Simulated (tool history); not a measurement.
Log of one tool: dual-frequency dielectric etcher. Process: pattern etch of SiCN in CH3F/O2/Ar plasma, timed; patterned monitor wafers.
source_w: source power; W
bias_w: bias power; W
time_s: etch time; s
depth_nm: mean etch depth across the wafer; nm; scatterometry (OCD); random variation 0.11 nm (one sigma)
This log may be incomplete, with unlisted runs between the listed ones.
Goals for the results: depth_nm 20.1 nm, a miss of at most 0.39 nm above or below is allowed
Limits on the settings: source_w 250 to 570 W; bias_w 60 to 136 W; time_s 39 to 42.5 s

| run | day | source_w | bias_w | time_s | depth_nm |
|---|---|---|---|---|---|
| 1 | 0 | 410 | 98 | 42.5 | 17.761 |
| 2 | 0.108 | 410 | 90 | 42.5 | 17.235 |
| 3 | 0.183 | 410 | 90 | 39 | 15.893 |
| 4 | 0.346 | 460 | 90 | 39 | 16.639 |
| 5 | 0.717 | 460 | 83 | 39 | 15.903 |
| 6 | 0.742 | 460 | 83 | 42.5 | 17.376 |
| 7 | 0.879 | 490 | 88 | 42.5 | 18.296 |
| 8 | 1.121 | 510 | 89 | 42.5 | 18.794 |
| 9 | 1.338 | 530 | 90 | 42.5 | 18.771 |

Below are 4 possible settings for the next run. Only one of them brings all results inside the allowed miss of their targets. Which is it?
| A | 1.554 | 570 | 102 | 42 | ? |
| B | 1.554 | 500 | 100 | 42.5 | ? |
| C | 1.554 | 520 | 97 | 42.5 | ? |
| D | 1.554 | 530 | 96 | 41 | ? |

| move | depth_nm |
|---|---|
| A | 20.155 |
| B | 19.277 |
| C | 19.335 |
| D | 18.713 |
A: all results in spec
B: moves toward the targets from the last run without getting all of them in spec
C: moves toward the targets from the last run without getting all of them in spec
D: as far off as the last run
Answer: A
